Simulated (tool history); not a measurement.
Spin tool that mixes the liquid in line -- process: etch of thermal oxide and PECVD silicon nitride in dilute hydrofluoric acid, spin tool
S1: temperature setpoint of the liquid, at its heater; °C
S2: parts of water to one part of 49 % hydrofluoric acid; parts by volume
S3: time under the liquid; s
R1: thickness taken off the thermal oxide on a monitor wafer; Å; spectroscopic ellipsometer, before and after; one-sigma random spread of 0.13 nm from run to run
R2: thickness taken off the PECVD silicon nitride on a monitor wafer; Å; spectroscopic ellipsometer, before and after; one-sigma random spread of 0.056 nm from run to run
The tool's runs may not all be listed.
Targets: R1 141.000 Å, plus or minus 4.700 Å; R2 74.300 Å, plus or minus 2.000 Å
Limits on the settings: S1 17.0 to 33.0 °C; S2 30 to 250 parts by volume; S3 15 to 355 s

Run 1, hour 0.0: S1 25.0 °C, S2 140 parts by volume, S3 180 s. Result: R1 64.078 Å, R2 42.864 Å.
Run 2, hour 1.6: S1 27.0 °C, S2 140 parts by volume, S3 180 s. Result: R1 67.805 Å, R2 49.044 Å.
Run 3, hour 9.6: S1 26.5 °C, S2 125 parts by volume, S3 180 s. Result: R1 76.294 Å, R2 52.510 Å.
Run 4, hour 10.3: S1 26.5 °C, S2 125 parts by volume, S3 105 s. Result: R1 45.095 Å, R2 30.822 Å.
Run 5, hour 16.5: S1 25.0 °C, S2 125 parts by volume, S3 105 s. Result: R1 42.433 Å, R2 28.149 Å.
At hour 22.5: thermometer replaced.
Run 6, hour 22.5: S1 25.0 °C, S2 105 parts by volume, S3 105 s. Result: R1 48.813 Å, R2 30.089 Å.
Run 7, hour 26.3: S1 25.0 °C, S2 95 parts by volume, S3 115 s. Result: R1 59.961 Å, R2 36.967 Å.
Run 8, hour 30.8: S1 25.0 °C, S2 85 parts by volume, S3 120 s. Result: R1 71.282 Å, R2 43.020 Å.
Run 9, hour 34.6: S1 25.0 °C, S2 75 parts by volume, S3 120 s. Result: R1 80.674 Å, R2 48.166 Å.
Run 10, hour 36.9: S1 25.0 °C, S2 70 parts by volume, S3 120 s. Result: R1 88.928 Å, R2 50.983 Å.

Exactly one of the 5 candidate moves below puts every result within its allowed miss. Which one?
Run A, hour 39.2: S1 23.5 °C, S2 55 parts by volume, S3 115 s. Result: R1 ?, R2 ?.
Run B, hour 39.2: S1 25.5 °C, S2 65 parts by volume, S3 135 s. Result: R1 ?, R2 ?.
Run C, hour 39.2: S1 26.0 °C, S2 50 parts by volume, S3 115 s. Result: R1 ?, R2 ?.
Run D, hour 39.2: S1 22.0 °C, S2 50 parts by volume, S3 150 s. Result: R1 ?, R2 ?.
Run E, hour 39.2: S1 28.5 °C, S2 65 parts by volume, S3 155 s. Result: R1 ?, R2 ?.

move       R1      R2
   A  103.020  56.272
   B  109.540  64.079
   C  126.340  73.049
   D  139.780  72.753
   E  141.660  89.529
A: gains on the last run, yet a result remains outside its allowed miss
B: gains on the last run, yet a result remains outside its allowed miss
C: puts the biggest miss on target and leaves a different result outside tolerance
D: every result within its allowed miss
E: pushes the last run's worst result past its target
Go with D: it meets all targets.
